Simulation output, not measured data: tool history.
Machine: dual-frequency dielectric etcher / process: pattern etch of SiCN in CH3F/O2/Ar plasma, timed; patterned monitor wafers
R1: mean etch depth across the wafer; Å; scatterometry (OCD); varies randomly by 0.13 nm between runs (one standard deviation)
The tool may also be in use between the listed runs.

{"run": 1, "hour": 0.0, "source power (W)": 350, "bias power (W)": 102, "etch time (s)": 102.0, "R1": 455.03}
{"run": 2, "hour": 3.4, "source power (W)": 350, "bias power (W)": 102, "etch time (s)": 102.0, "R1": 450.52}
{"run": 3, "hour": 5.2, "source power (W)": 370, "bias power (W)": 102, "etch time (s)": 102.0, "R1": 461.3}
{"run": 4, "hour": 8.0, "source power (W)": 370, "bias power (W)": 102, "etch time (s)": 106.5, "R1": 481.17}
{"run": 5, "hour": 11.5, "source power (W)": 360, "bias power (W)": 96, "etch time (s)": 106.0, "R1": 465.9}
{"hour": 13.2, "done": "source power generator calibrated"}
{"run": 6, "hour": 13.2, "source power (W)": 360, "bias power (W)": 96, "etch time (s)": 106.5, "R1": 465.1}
{"run": 7, "hour": 15.6, "source power (W)": 340, "bias power (W)": 93, "etch time (s)": 106.5, "R1": 455.23}
{"run": 8, "hour": 23.7, "source power (W)": 330, "bias power (W)": 89, "etch time (s)": 106.0, "R1": 444.8}
{"run": 9, "hour": 26.1, "source power (W)": 330, "bias power (W)": 89, "etch time (s)": 106.0, "R1": 442.09}
{"run": 10, "hour": 27.1, "source power (W)": 320, "bias power (W)": 86, "etch time (s)": 106.0, "R1": 432.95}
{"run": 11, "hour": 33.8, "source power (W)": 310, "bias power (W)": 84, "etch time (s)": 106.0, "R1": 429.74}
{"run": 12, "hour": 38.4, "source power (W)": 300, "bias power (W)": 81, "etch time (s)": 106.0, "R1": 419.27}

Estimate the outcome of run 13 from the log above:
{"run": 13, "hour": 39.3, "source power (W)": 290, "bias power (W)": 79, "etch time (s)": 106.0, "R1": "?"}

{"run 13": {"R1": 411.74}}

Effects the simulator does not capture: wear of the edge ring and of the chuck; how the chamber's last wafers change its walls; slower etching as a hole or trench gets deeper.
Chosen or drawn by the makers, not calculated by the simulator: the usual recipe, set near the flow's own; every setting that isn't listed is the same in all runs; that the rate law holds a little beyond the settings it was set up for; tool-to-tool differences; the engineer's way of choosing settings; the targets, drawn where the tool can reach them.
